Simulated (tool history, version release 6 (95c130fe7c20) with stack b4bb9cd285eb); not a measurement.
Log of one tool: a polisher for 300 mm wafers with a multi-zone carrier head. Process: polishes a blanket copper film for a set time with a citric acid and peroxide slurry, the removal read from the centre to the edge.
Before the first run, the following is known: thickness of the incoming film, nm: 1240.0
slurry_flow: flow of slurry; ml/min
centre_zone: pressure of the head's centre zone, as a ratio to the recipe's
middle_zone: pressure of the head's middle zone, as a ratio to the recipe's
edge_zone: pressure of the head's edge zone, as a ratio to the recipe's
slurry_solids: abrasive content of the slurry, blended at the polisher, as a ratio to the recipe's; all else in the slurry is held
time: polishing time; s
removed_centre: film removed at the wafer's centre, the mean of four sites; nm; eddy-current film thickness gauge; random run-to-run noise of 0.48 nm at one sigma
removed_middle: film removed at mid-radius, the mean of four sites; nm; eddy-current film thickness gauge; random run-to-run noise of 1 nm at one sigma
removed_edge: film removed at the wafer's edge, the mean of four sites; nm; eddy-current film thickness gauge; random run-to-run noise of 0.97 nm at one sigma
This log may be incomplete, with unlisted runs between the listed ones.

Run 1, hour 0.0: slurry_flow 125 ml/min, centre_zone 1.00, middle_zone 1.00, edge_zone 1.00, slurry_solids 1.00, time 51 s. Result: removed_centre 65.786 nm, removed_middle 71.512 nm, removed_edge 70.740 nm.
Run 2, hour 3.4: slurry_flow 125 ml/min, centre_zone 1.00, middle_zone 1.00, edge_zone 1.00, slurry_solids 0.90, time 51 s. Result: removed_centre 64.191 nm, removed_middle 71.048 nm, removed_edge 69.971 nm.
Run 3, hour 4.1: slurry_flow 125 ml/min, centre_zone 1.08, middle_zone 1.00, edge_zone 1.00, slurry_solids 0.90, time 51 s. Result: removed_centre 69.504 nm, removed_middle 70.341 nm, removed_edge 68.415 nm.
Run 4, hour 8.6: slurry_flow 120 ml/min, centre_zone 1.07, middle_zone 1.01, edge_zone 1.00, slurry_solids 0.90, time 51 s. Result: removed_centre 68.256 nm, removed_middle 72.199 nm, removed_edge 68.670 nm.
Run 5, hour 16.2: slurry_flow 120 ml/min, centre_zone 1.07, middle_zone 1.01, edge_zone 1.00, slurry_solids 0.90, time 62 s. Result: removed_centre 83.935 nm, removed_middle 84.526 nm, removed_edge 84.595 nm.
Run 6, hour 23.8: slurry_flow 120 ml/min, centre_zone 1.14, middle_zone 1.01, edge_zone 1.00, slurry_solids 0.90, time 62 s. Result: removed_centre 89.993 nm, removed_middle 84.307 nm, removed_edge 84.677 nm.
Run 7, hour 32.6: slurry_flow 120 ml/min, centre_zone 1.11, middle_zone 1.00, edge_zone 0.99, slurry_solids 0.85, time 61 s. Result: removed_centre 84.346 nm, removed_middle 83.232 nm, removed_edge 79.516 nm.
Run 8, hour 36.9: slurry_flow 115 ml/min, centre_zone 1.08, middle_zone 0.98, edge_zone 0.99, slurry_solids 0.80, time 61 s. Result: removed_centre 79.223 nm, removed_middle 79.663 nm, removed_edge 80.371 nm.
Run 9, hour 44.4: slurry_flow 115 ml/min, centre_zone 1.07, middle_zone 0.97, edge_zone 0.97, slurry_solids 0.75, time 60 s. Result: removed_centre 76.226 nm, removed_middle 75.960 nm, removed_edge 77.844 nm.

Run 10, settings as shown, results not yet in. Your forecast:
Run 10, hour 46.8: slurry_flow 115 ml/min, centre_zone 1.06, middle_zone 0.98, edge_zone 0.96, slurry_solids 0.70, time 59 s. Result: removed_centre ?, removed_middle ?, removed_edge ?.

removed_centre: 73.094 nm
removed_middle: 73.307 nm
removed_edge: 72.177 nm
